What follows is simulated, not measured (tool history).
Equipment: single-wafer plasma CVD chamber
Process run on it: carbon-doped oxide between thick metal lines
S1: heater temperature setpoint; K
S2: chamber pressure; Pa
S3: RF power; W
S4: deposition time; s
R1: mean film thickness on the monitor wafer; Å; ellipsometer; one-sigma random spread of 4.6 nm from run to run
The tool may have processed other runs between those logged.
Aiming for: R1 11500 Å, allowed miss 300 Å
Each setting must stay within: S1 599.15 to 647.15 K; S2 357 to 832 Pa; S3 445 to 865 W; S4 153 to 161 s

run 1 day=0 | S1=623.15 S2=595 S3=655 S4=161 | R1=9543.3
run 2 day=0.362 | S1=622.15 S2=608 S3=670 S4=161 | R1=9797.8
run 3 day=0.433 | S1=621.15 S2=623 S3=680 S4=161 | R1=10012
run 4 day=0.775 | S1=621.15 S2=623 S3=680 S4=161 | R1=9985.5
run 5 day=0.862 | S1=620.15 S2=639 S3=685 S4=161 | R1=10108
run 6 day=0.967 | S1=620.15 S2=539 S3=685 S4=161 | R1=9862.5
run 7 day=1.267 | S1=619.15 S2=549 S3=695 S4=161 | R1=10034
run 8 day=1.567 | S1=618.15 S2=559 S3=705 S4=161 | R1=10160

Exactly one of the 5 candidate moves below puts every result within its allowed miss. Which one?
run A day=1.867 | S1=615.15 S2=549 S3=825 S4=161 | R1=?
run B day=1.867 | S1=617.15 S2=541 S3=770 S4=161 | R1=?
run C day=1.867 | S1=624.15 S2=615 S3=710 S4=161 | R1=?
run D day=1.867 | S1=620.15 S2=605 S3=635 S4=153 | R1=?
run E day=1.867 | S1=630.15 S2=659 S3=610 S4=153 | R1=?

move=A R1=11380
move=B R1=10782
move=C R1=10188
move=D R1=9021.6
move=E R1=8632.1
A: meets every target
B: gains on the last run, yet a result remains outside its allowed miss
C: no nearer and no further than the last run
D: misses by more than the last run did
E: misses by more than the last run did
Move A is the one to make.
